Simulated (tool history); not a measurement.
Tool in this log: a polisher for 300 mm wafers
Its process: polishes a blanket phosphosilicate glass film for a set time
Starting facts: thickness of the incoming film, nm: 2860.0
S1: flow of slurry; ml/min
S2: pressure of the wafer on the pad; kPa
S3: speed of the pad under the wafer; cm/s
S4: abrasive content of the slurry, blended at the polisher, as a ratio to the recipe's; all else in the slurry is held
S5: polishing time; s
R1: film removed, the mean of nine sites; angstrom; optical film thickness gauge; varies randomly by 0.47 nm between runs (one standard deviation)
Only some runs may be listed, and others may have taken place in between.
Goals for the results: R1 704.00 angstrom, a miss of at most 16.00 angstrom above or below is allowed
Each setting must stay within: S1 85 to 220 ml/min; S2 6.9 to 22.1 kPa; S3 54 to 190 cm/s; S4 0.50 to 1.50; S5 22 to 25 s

run 1 hour=0.0 | S1=140 S2=14.5 S3=122 S4=1.00 S5=25 | R1=1235.60
run 2 hour=6.4 | S1=140 S2=14.5 S3=122 S4=1.15 S5=25 | R1=1307.30
run 3 hour=13.2 | S1=135 S2=13.8 S3=122 S4=1.15 S5=25 | R1=1224.20
run 4 hour=16.0 | S1=135 S2=13.8 S3=104 S4=1.15 S5=25 | R1=1138.70
run 5 hour=23.9 | S1=135 S2=16.5 S3=104 S4=1.15 S5=25 | R1=1307.30
run 6 hour=25.0 | S1=130 S2=15.2 S3=104 S4=1.15 S5=25 | R1=1210.50
run 7 hour=29.0 | S1=125 S2=14.5 S3=104 S4=1.15 S5=25 | R1=1157.30
run 8 hour=37.8 | S1=120 S2=13.8 S3=104 S4=1.15 S5=25 | R1=1095.40
run 9 hour=40.9 | S1=115 S2=13.1 S3=104 S4=1.15 S5=25 | R1=1037.20
run 10 hour=48.1 | S1=110 S2=12.4 S3=104 S4=1.15 S5=25 | R1=982.82
-- hour=55.0 conditioning disc replaced and pad reconditioned
run 11 hour=55.0 | S1=90 S2=8.3 S3=102 S4=1.15 S5=25 | R1=731.01
run 12 hour=57.5 | S1=85 S2=7.6 S3=102 S4=1.15 S5=25 | R1=667.15
run 13 hour=59.5 | S1=90 S2=7.6 S3=102 S4=1.15 S5=25 | R1=687.92
run 14 hour=60.0 | S1=90 S2=7.6 S3=102 S4=1.15 S5=25 | R1=683.75

Which of these 5 next moves meets every target?
run A hour=60.5 | S1=110 S2=7.6 S3=96 S4=1.00 S5=25 | R1=?
run B hour=60.5 | S1=95 S2=7.6 S3=112 S4=1.45 S5=22 | R1=?
run C hour=60.5 | S1=145 S2=6.9 S3=98 S4=1.00 S5=25 | R1=?
run D hour=60.5 | S1=120 S2=9.7 S3=92 S4=0.80 S5=22 | R1=?
run E hour=60.5 | S1=90 S2=6.9 S3=106 S4=1.20 S5=25 | R1=?

move=A R1=650.38
move=B R1=699.94
move=C R1=640.85
move=D R1=653.39
move=E R1=644.29
A: lands further from the targets than the last run did
B: all results in spec
C: lands further from the targets than the last run did
D: lands further from the targets than the last run did
E: lands further from the targets than the last run did
Answer: B
